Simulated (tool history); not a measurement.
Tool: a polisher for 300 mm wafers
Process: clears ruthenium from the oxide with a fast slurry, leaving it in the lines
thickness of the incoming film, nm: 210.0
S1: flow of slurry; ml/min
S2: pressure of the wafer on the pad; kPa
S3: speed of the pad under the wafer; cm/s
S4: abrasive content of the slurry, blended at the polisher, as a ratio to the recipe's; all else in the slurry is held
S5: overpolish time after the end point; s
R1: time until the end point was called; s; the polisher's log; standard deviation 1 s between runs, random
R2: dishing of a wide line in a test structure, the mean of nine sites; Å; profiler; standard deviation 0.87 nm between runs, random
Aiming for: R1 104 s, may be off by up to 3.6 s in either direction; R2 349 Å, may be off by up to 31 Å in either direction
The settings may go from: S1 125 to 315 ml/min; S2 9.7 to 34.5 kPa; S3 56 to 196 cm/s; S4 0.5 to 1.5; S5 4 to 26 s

run	hour	S1	S2	S3	S4	S5	R1	R2
1	0	205	22.1	126	1	13	42.614	459.68
2	2.8	205	22.1	126	1	17	43.115	603.44
3	11	205	19.3	118	1	18	52.083	534.06
4	12.8	205	19.3	144	1	18	43.302	631.88
# hour 14: worn pad replaced by a new one
5	14	205	17.2	132	1	19	48.928	615.55
6	21.6	205	15.2	116	1	19	62.689	477.71
7	26.2	195	9.7	86	1	22	131.93	296.54
8	34.8	210	10.3	86	1	22	121.9	296.73

Which single option among these 4 for the next run brings every result within its allowed miss of target? Just one does.
A	43.4	195	12.4	88	1.1	21	?	?
B	43.4	235	11	90	1.1	22	?	?
C	43.4	240	13.1	80	0.8	21	?	?
D	43.4	195	13.8	64	1.2	20	?	?

move	R1	R2
A	95.003	353.95
B	101.74	346.94
C	113.78	300.03
D	111.88	291.29
A: moves the result that the last run missed by most past its target, out the other side
B: hits every target within its allowed miss
C: gains on the last run, yet a result remains outside its allowed miss
D: gains on the last run, yet a result remains outside its allowed miss
Answer: B
